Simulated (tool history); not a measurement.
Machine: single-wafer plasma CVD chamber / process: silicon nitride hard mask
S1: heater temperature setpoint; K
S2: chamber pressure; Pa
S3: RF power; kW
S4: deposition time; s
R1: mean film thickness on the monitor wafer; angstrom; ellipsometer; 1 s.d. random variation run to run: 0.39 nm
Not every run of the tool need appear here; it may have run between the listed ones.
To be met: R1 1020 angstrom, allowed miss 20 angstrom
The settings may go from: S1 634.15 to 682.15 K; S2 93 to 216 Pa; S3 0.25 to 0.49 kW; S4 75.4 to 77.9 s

run,hour,S1,S2,S3,S4,R1
1,0,658.15,155,0.37,75.4,891.95
2,8.4,658.15,177,0.37,75.4,950.37
3,17.2,658.15,177,0.395,75.4,976.29
4,22,668.15,177,0.395,75.4,973.31
5,25.2,668.15,177,0.365,75.4,931.5
6,33,668.15,184,0.365,75.4,938.57
7,36.7,668.15,189,0.37,75.4,960.45
8,40.1,668.15,193,0.37,75.4,962.8
9,43.9,668.15,197,0.375,75.4,983.45
10,46.9,668.15,200,0.375,75.4,983.03
11,47.9,668.15,203,0.375,75.4,981.24
12,55.4,668.15,204,0.38,75.4,988.33

5 candidate next runs follow, results not yet known. Just one meets every target within its allowed miss. Identify it.
A,62.9,668.15,185,0.355,76.4,?
B,62.9,664.15,195,0.365,75.4,?
C,62.9,668.15,216,0.34,75.4,?
D,62.9,669.15,191,0.385,77.6,?
E,62.9,667.15,193,0.36,75.4,?

move,R1
A,944.76
B,965.14
C,953.3
D,1017.5
E,953.81
A: moves away from the targets compared with the last run
B: moves away from the targets compared with the last run
C: moves away from the targets compared with the last run
D: all results land within tolerance of their targets
E: moves away from the targets compared with the last run
D is the move that brings every result within its allowed miss.
